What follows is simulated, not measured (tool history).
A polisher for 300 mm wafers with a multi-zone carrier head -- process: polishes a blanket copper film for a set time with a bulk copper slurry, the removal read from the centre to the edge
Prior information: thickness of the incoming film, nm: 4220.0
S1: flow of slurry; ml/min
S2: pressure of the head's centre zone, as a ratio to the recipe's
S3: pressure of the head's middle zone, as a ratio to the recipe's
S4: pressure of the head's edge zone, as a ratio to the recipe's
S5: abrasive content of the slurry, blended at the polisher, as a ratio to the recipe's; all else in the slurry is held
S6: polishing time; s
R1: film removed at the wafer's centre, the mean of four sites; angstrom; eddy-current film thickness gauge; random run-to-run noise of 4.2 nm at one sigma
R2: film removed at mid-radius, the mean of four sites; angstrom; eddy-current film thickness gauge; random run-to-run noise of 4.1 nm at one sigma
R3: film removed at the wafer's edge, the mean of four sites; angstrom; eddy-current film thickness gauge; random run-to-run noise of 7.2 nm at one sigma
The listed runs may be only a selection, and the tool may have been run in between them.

| run | day | S1 | S2 | S3 | S4 | S5 | S6 | R1 | R2 | R3 |
|---|---|---|---|---|---|---|---|---|---|---|
| 1 | 0.000 | 250 | 1.00 | 1.00 | 1.00 | 1.00 | 34 | 3985.5 | 4012.4 | 4032.3 |
| 2 | 0.258 | 250 | 0.96 | 1.00 | 1.00 | 1.00 | 34 | 3821.3 | 4086.3 | 4001.7 |
| 3 | 0.488 | 250 | 0.92 | 1.00 | 1.00 | 1.00 | 34 | 3692.3 | 4012.8 | 4071.3 |
| 4 | 0.821 | 250 | 0.92 | 1.00 | 0.92 | 1.00 | 34 | 3663.9 | 4057.2 | 3971.3 |
| 5 | 1.096 | 250 | 0.93 | 1.00 | 0.93 | 1.05 | 35 | 3808.5 | 4215.6 | 4023.8 |
| 6 | 1.212 | 250 | 0.93 | 1.00 | 0.93 | 1.05 | 31 | 3415.8 | 3799.8 | 3685.1 |
| 7 | 1.329 | 295 | 1.03 | 1.03 | 1.03 | 1.30 | 41 | 5345.8 | 5313.5 | 5367.0 |

For run 8, what comes out?
|  | 1.467 | worn pad replaced by a new one |
| 8 | 1.467 | 300 | 1.03 | 1.03 | 1.04 | 1.30 | 41 | ? | ? | ? |

{"run 8": {"R1": 5783.7, "R2": 5743.4, "R3": 5788.2}}

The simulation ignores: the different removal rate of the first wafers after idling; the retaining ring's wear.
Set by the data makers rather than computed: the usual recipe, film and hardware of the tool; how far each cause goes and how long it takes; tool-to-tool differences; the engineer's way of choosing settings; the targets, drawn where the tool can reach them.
